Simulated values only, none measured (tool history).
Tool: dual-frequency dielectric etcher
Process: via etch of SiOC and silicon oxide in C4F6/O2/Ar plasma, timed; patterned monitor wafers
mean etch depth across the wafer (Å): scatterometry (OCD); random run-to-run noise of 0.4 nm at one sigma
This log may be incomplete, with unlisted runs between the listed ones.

run  hour  source power (W)  bias power (W)  etch time (s)  mean etch depth across the wafer (Å)
  1   0.0               300             222           74.0                                823.99
  2   7.3               290             220           74.0                                811.35
  3  11.6               290             193           74.0                                780.62
  4  15.4               290             192           74.0                                779.09
  5  19.7               290             191           74.0                                782.09
  6  20.3               290             191           77.5                                816.92
  7  22.9               280             189           77.5                                810.12

What will run 8 give?
  8  26.6               270             187           77.5                                     ?

mean etch depth across the wafer (Å): 795.15
